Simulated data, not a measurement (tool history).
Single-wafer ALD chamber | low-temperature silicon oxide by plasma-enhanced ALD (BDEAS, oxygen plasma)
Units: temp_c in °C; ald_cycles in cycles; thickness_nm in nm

| run | day | temp_c | ald_cycles | thickness_nm |
|---|---|---|---|---|
| 1 | 0 | 105 | 68 | 10.063 |
| 2 | 0.246 | 105 | 67 | 9.8767 |
| 3 | 0.529 | 99 | 67 | 10.091 |
| 4 | 0.9 | 99 | 74 | 11.126 |
| 5 | 1.167 | 91 | 74 | 11.412 |
| 6 | 1.529 | 93 | 73 | 11.246 |
| 7 | 1.592 | 95 | 72 | 10.95 |
| 8 | 1.712 | 97 | 71 | 10.794 |
|  | 2.012 | thermocouple changed; heater temperature recalibrated |
| 9 | 2.012 | 99 | 70 | 10.405 |

What does the tool deliver on the next run?
| 10 | 2.108 | 101 | 69 | ? |

{"run 10": {"thickness_nm": 10.204}}
